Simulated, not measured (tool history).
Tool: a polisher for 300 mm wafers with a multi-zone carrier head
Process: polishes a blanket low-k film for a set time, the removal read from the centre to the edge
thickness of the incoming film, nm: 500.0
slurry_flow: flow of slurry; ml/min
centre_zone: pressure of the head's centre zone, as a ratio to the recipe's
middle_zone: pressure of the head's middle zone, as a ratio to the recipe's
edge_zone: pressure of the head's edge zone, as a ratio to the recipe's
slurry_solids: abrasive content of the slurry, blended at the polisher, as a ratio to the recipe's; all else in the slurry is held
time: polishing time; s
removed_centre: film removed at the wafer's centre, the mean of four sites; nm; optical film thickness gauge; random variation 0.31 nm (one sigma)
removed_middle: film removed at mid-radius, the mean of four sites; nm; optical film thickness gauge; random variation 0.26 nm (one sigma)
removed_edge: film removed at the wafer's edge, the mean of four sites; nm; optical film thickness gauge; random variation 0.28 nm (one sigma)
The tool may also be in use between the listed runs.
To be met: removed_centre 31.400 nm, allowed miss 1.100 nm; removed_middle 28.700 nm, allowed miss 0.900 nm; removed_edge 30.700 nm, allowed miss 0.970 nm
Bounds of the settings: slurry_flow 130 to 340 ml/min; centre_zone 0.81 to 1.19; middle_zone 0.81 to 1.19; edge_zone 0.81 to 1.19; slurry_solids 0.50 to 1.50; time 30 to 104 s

| run | hour | slurry_flow | centre_zone | middle_zone | edge_zone | slurry_solids | time | removed_centre | removed_middle | removed_edge |
|---|---|---|---|---|---|---|---|---|---|---|
| 1 | 0.0 | 220 | 1.00 | 1.00 | 1.00 | 1.00 | 67 | 35.772 | 36.610 | 36.760 |
| 2 | 8.6 | 215 | 1.00 | 0.97 | 0.97 | 0.95 | 67 | 34.398 | 34.624 | 35.264 |
| 3 | 14.9 | 210 | 1.00 | 0.94 | 0.94 | 0.90 | 67 | 32.763 | 32.833 | 33.428 |
| 4 | 19.7 | 200 | 1.01 | 0.91 | 0.92 | 0.90 | 67 | 32.811 | 31.140 | 32.898 |
| 5 | 20.7 | 250 | 1.01 | 0.91 | 0.92 | 0.90 | 67 | 33.915 | 32.300 | 33.498 |
| 6 | 23.3 | 250 | 1.05 | 0.91 | 0.92 | 0.90 | 67 | 35.057 | 31.868 | 33.524 |
| 7 | 23.9 | 240 | 1.04 | 0.89 | 0.90 | 0.90 | 67 | 34.141 | 31.509 | 33.331 |
| 8 | 29.3 | 205 | 1.04 | 0.83 | 0.82 | 0.80 | 67 | 31.865 | 27.092 | 29.386 |
| 9 | 31.7 | 210 | 1.03 | 0.84 | 0.83 | 0.80 | 67 | 31.302 | 27.617 | 29.516 |
| 10 | 40.2 | 215 | 1.03 | 0.84 | 0.84 | 0.80 | 67 | 31.060 | 27.177 | 29.592 |
| 11 | 46.1 | 220 | 1.03 | 0.85 | 0.85 | 0.80 | 67 | 32.210 | 27.947 | 30.018 |

Which of these 4 next moves meets every target?
| A | 52.0 | 190 | 1.04 | 0.90 | 0.95 | 0.85 | 64 | ? | ? | ? |
| B | 52.0 | 240 | 1.08 | 0.83 | 0.87 | 0.85 | 67 | ? | ? | ? |
| C | 52.0 | 215 | 1.12 | 0.87 | 0.86 | 0.95 | 57 | ? | ? | ? |
| D | 52.0 | 170 | 1.14 | 0.87 | 0.92 | 0.85 | 62 | ? | ? | ? |

| move | removed_centre | removed_middle | removed_edge |
|---|---|---|---|
| A | 31.606 | 28.349 | 30.499 |
| B | 35.073 | 28.569 | 31.444 |
| C | 33.012 | 26.798 | 28.493 |
| D | 33.241 | 26.563 | 29.034 |
A: meets every target
B: brings the result that was furthest off to its target, and leaves another outside
C: further off than the last run
D: further off than the last run
Move A is the one to make.

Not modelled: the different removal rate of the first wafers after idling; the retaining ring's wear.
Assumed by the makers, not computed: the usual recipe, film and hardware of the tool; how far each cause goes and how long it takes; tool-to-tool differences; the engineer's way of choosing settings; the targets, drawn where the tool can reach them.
